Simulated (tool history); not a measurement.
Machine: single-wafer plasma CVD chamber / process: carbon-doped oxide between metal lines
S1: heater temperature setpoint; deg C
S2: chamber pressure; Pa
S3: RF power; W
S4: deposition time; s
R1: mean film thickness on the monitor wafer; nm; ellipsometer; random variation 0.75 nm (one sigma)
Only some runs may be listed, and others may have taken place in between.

| run | hour | S1 | S2 | S3 | S4 | R1 |
|---|---|---|---|---|---|---|
| 1 | 0 | 335 | 688 | 455 | 30.2 | 164.79 |
| 2 | 5.2 | 332 | 725 | 465 | 30.2 | 171.02 |
| 3 | 12.6 | 336 | 725 | 465 | 30.2 | 168.97 |
| 4 | 13.6 | 336 | 725 | 400 | 30.2 | 147.91 |
| 5 | 21.5 | 336 | 725 | 380 | 30.2 | 141.42 |
| 6 | 22 | 336 | 725 | 335 | 30.2 | 126.6 |
| 7 | 28.4 | 333 | 765 | 365 | 30.3 | 138.94 |
| 8 | 30.7 | 331 | 795 | 390 | 30.4 | 150.68 |
| 9 | 37.9 | 328 | 829 | 405 | 30.4 | 157.59 |
| 10 | 44.3 | 326 | 855 | 420 | 30.4 | 163.64 |

Run 11, settings as shown, results not yet in. Your forecast:
| 11 | 45.3 | 324 | 873 | 430 | 30.4 | ? |

{"run 11": {"R1": 170.47}}
